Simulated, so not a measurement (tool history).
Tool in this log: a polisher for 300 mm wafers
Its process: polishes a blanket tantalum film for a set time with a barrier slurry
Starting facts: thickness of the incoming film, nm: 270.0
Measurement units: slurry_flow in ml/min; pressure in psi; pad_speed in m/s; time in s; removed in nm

run	hour	slurry_flow	pressure	pad_speed	slurry_solids	time	removed
1	0.0	275	1.6	0.86	1.0	58	58.079
2	6.5	275	1.4	0.80	1.0	58	46.790
3	12.8	235	1.4	0.80	1.0	58	46.989
4	14.9	235	1.4	0.80	1.0	58	45.518
# hour 17.6: worn pad replaced by a new one
5	17.6	230	1.3	0.78	1.0	58	46.722
6	25.8	230	1.0	0.78	1.0	58	35.970
7	26.3	230	0.9	0.74	1.0	58	31.295
8	33.0	230	0.9	0.72	1.0	58	30.523
9	40.8	235	0.9	0.70	1.0	58	29.563
10	43.1	240	0.9	0.68	1.0	58	28.917
11	50.7	245	0.9	0.68	1.0	58	29.308

Run 12 has not been measured yet. What should we expect?
12	55.8	245	0.9	0.66	1.0	58	?

removed: 28.498 nm
